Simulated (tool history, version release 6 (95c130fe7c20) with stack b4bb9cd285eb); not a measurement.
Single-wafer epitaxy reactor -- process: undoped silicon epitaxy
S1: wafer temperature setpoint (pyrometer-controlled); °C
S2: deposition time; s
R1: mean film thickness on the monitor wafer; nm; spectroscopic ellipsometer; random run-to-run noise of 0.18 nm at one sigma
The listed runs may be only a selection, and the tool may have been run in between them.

| run | day | S1 | S2 | R1 |
|---|---|---|---|---|
| 1 | 0.000 | 645 | 282 | 45.948 |
| 2 | 0.292 | 640 | 282 | 40.812 |
| 3 | 0.383 | 640 | 248 | 35.562 |
| 4 | 0.579 | 629 | 248 | 27.729 |
| 5 | 0.854 | 629 | 219 | 24.320 |
| 6 | 1.117 | 635 | 219 | 28.133 |
| 7 | 1.225 | 639 | 219 | 31.037 |
| 8 | 1.429 | 642 | 219 | 33.302 |

Run 9 has not been measured yet. What should we expect?
| 9 | 1.533 | 644 | 219 | ? |

R1: 34.865 nm
